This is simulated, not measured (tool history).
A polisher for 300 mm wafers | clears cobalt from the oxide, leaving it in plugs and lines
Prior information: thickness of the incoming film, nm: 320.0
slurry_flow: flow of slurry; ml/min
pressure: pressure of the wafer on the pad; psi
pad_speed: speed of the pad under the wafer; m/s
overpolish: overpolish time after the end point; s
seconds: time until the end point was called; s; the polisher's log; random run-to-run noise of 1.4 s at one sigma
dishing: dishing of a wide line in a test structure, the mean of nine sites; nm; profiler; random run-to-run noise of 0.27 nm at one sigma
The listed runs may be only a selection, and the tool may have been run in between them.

run 1 day=0.000 | slurry_flow=195 pressure=2.2 pad_speed=1.24 overpolish=13 | seconds=52.699 dishing=34.657
run 2 day=0.325 | slurry_flow=225 pressure=2.2 pad_speed=1.24 overpolish=13 | seconds=53.332 dishing=35.251
run 3 day=0.608 | slurry_flow=225 pressure=2.2 pad_speed=1.24 overpolish=8 | seconds=53.099 dishing=29.068
run 4 day=0.721 | slurry_flow=225 pressure=1.9 pad_speed=1.24 overpolish=8 | seconds=61.049 dishing=25.336
run 5 day=1.029 | slurry_flow=225 pressure=1.8 pad_speed=1.22 overpolish=8 | seconds=66.857 dishing=25.123
run 6 day=1.312 | slurry_flow=220 pressure=1.7 pad_speed=1.22 overpolish=8 | seconds=68.583 dishing=24.167
run 7 day=1.596 | slurry_flow=220 pressure=1.6 pad_speed=1.20 overpolish=8 | seconds=75.315 dishing=22.889
run 8 day=1.617 | slurry_flow=220 pressure=1.5 pad_speed=1.20 overpolish=8 | seconds=79.056 dishing=22.508
run 9 day=1.817 | slurry_flow=220 pressure=1.4 pad_speed=1.20 overpolish=8 | seconds=83.715 dishing=20.858

Expected results for the next run?
run 10 day=1.888 | slurry_flow=220 pressure=1.2 pad_speed=1.18 overpolish=6 | seconds=? dishing=?

seconds: 96.546 s
dishing: 15.271 nm
